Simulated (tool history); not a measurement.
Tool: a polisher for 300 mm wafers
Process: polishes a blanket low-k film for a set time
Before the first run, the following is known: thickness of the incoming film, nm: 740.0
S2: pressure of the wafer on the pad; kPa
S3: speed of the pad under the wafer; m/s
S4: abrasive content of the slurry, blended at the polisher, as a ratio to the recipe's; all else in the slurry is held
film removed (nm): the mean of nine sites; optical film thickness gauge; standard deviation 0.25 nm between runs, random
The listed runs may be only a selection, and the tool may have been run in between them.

run 1 hour=0.0 | flow_of_slurry_(ml/min)=300 S2=9.0 S3=1.24 S4=1.0 polishing_time_(s)=89 | film_removed_(nm)=29.180
run 2 hour=4.7 | flow_of_slurry_(ml/min)=300 S2=11.0 S3=1.24 S4=1.0 polishing_time_(s)=89 | film_removed_(nm)=34.715
run 3 hour=9.5 | flow_of_slurry_(ml/min)=345 S2=11.0 S3=1.24 S4=1.0 polishing_time_(s)=89 | film_removed_(nm)=35.973
run 4 hour=15.8 | flow_of_slurry_(ml/min)=340 S2=9.0 S3=1.20 S4=1.0 polishing_time_(s)=89 | film_removed_(nm)=28.744
run 5 hour=21.4 | flow_of_slurry_(ml/min)=400 S2=9.0 S3=1.20 S4=1.0 polishing_time_(s)=89 | film_removed_(nm)=29.813
run 6 hour=26.0 | flow_of_slurry_(ml/min)=400 S2=9.0 S3=1.20 S4=1.2 polishing_time_(s)=89 | film_removed_(nm)=30.450
run 7 hour=32.9 | flow_of_slurry_(ml/min)=400 S2=7.6 S3=1.14 S4=1.2 polishing_time_(s)=89 | film_removed_(nm)=24.988
run 8 hour=39.9 | flow_of_slurry_(ml/min)=400 S2=4.8 S3=1.10 S4=1.2 polishing_time_(s)=89 | film_removed_(nm)=16.050

Run 9 is up next; what results do you expect?
run 9 hour=41.1 | flow_of_slurry_(ml/min)=400 S2=5.5 S3=1.10 S4=1.2 polishing_time_(s)=89 | film_removed_(nm)=?

Run 9 yielded film removed (nm) 18.141.
